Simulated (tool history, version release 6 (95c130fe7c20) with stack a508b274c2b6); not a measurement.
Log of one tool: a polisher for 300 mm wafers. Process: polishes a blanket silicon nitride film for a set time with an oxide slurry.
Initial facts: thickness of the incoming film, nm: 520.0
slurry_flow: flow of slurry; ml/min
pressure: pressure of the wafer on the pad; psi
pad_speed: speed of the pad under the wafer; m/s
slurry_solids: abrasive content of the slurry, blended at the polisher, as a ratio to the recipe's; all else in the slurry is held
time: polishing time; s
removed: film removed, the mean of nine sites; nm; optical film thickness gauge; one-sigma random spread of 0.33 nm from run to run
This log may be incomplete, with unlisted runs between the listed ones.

| run | hour | slurry_flow | pressure | pad_speed | slurry_solids | time | removed |
|---|---|---|---|---|---|---|---|
| 1 | 0 | 255 | 4.3 | 1.34 | 1 | 31 | 26.062 |
| 2 | 0.6 | 255 | 4.3 | 1.34 | 1 | 27 | 23.065 |
| 3 | 9 | 305 | 4.3 | 1.34 | 1 | 27 | 22.847 |
| 4 | 10.1 | 305 | 4.6 | 1.34 | 1 | 27 | 24.72 |
| 5 | 17.9 | 305 | 4.8 | 1.34 | 1 | 27 | 26.244 |
| 6 | 23.4 | 305 | 5.8 | 1.34 | 1 | 27 | 30.871 |
| 7 | 29.8 | 305 | 5.9 | 1.34 | 1 | 27 | 31.905 |
| 8 | 36.2 | 305 | 5.9 | 1.34 | 1 | 27 | 31.383 |
| 9 | 43.2 | 305 | 5.9 | 1.34 | 1 | 27 | 32.189 |

Run 10 is up next; what results do you expect?
| 10 | 51.4 | 305 | 6 | 1.34 | 1 | 27 | ? |

{"run 10": {"removed": 31.69}}
